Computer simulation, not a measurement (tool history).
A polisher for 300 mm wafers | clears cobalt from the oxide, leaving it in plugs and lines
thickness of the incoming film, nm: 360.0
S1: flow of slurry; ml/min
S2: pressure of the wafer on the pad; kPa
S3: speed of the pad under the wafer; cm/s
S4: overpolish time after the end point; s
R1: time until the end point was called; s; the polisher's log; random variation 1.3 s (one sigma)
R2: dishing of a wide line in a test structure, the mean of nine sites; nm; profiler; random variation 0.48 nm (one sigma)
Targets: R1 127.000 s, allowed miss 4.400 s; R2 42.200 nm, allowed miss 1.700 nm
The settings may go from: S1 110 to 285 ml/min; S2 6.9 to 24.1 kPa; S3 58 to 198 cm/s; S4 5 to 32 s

run,hour,S1,S2,S3,S4,R1,R2
1,0.0,180,15.2,128,16,59.058,48.017
2,0.6,225,15.2,128,16,57.573,46.897
3,5.8,225,11.7,128,16,72.745,43.294
4,13.9,220,11.0,124,17,77.501,43.885
5,18.9,220,11.0,124,20,78.127,46.114
6,26.0,220,11.0,124,13,76.878,37.659
7,29.0,220,10.3,120,14,83.425,38.060
8,36.5,220,9.7,116,15,94.087,36.884
9,40.1,215,9.0,114,16,99.857,37.378
10,44.0,210,9.0,114,17,101.010,37.392
11,44.8,205,9.0,114,18,98.915,38.853
12,51.6,205,9.0,112,19,101.700,40.384
13,52.4,205,9.0,110,20,107.080,40.451
14,61.3,200,9.0,110,21,104.000,41.150
15,62.7,200,9.0,110,22,105.960,42.928
16,67.0,195,9.0,110,22,104.600,41.900
17,70.3,195,9.0,110,23,104.840,43.284

Which of these 4 next moves meets every target?
A,73.6,210,9.7,94,25,?,?
B,73.6,110,11.7,116,19,?,?
C,73.6,175,7.6,106,26,?,?
D,73.6,195,11.7,118,24,?,?

move,R1,R2
A,114.290,42.732
B,90.656,41.738
C,126.500,41.529
D,79.113,48.394
A: nearer than the last run, and not there yet
B: further off than the last run
C: meets every target
D: further off than the last run
Move C is the one to make.
